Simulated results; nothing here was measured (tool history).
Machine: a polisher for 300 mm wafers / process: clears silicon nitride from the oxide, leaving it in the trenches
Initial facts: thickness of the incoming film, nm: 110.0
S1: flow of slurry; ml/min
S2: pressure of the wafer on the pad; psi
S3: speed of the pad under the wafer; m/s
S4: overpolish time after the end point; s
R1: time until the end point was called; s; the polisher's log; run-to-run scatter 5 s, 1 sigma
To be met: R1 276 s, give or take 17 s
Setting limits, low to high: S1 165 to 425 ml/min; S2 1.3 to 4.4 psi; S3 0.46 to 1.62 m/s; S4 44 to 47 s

run 1 day=0 | S1=275 S2=2.8 S3=1.04 S4=44 | R1=129.96
run 2 day=0.025 | S1=275 S2=2.4 S3=0.98 S4=44 | R1=150.72
run 3 day=0.267 | S1=270 S2=2.1 S3=0.9 S4=44 | R1=180.18
run 4 day=0.45 | S1=235 S2=2.1 S3=0.9 S4=44 | R1=180.99
run 5 day=0.575 | S1=235 S2=2.1 S3=1.02 S4=44 | R1=163.65
run 6 day=0.858 | S1=235 S2=2.1 S3=1.02 S4=47 | R1=167.04
run 7 day=1.079 | S1=230 S2=1.9 S3=0.94 S4=47 | R1=195.64
run 8 day=1.358 | S1=230 S2=1.8 S3=0.9 S4=47 | R1=205.74
run 9 day=1.708 | S1=230 S2=1.7 S3=0.86 S4=47 | R1=219.97
run 10 day=1.888 | S1=230 S2=1.6 S3=0.84 S4=47 | R1=238.48
run 11 day=2.071 | S1=230 S2=1.5 S3=0.82 S4=47 | R1=256.76

Next run, 4 choices. One meets every target within its allowed miss, the rest don't. Which?
run A day=2.254 | S1=185 S2=1.4 S3=0.7 S4=47 | R1=?
run B day=2.254 | S1=260 S2=1.4 S3=0.88 S4=46 | R1=?
run C day=2.254 | S1=210 S2=1.4 S3=0.68 S4=47 | R1=?
run D day=2.254 | S1=165 S2=1.4 S3=0.82 S4=44 | R1=?

move=A R1=303.61
move=B R1=245.5
move=C R1=303.6
move=D R1=277.03
A: takes the biggest miss from the last run beyond its target
B: moves away from the targets compared with the last run
C: takes the biggest miss from the last run beyond its target
D: all results in spec
So the answer is move D, the one that meets all the targets.
